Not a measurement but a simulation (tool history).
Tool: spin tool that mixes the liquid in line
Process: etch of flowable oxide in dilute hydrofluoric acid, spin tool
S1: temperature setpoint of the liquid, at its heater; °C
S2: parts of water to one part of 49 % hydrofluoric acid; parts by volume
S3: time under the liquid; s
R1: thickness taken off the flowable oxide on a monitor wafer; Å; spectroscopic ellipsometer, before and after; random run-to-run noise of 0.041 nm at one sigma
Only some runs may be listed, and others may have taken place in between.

run	hour	S1	S2	S3	R1
1	0.0	22.0	85	50	183.080
2	6.3	22.0	85	50	183.110
3	13.6	20.5	90	50	162.420
4	14.7	19.5	95	50	146.140
5	22.5	19.5	120	50	112.650
6	26.9	19.5	135	50	98.522
7	35.6	21.0	135	50	104.740
8	36.8	22.0	135	50	108.320
9	44.7	23.0	135	50	113.090

For run 10, what comes out?
10	45.8	24.0	135	50	?

R1: 117.960 Å
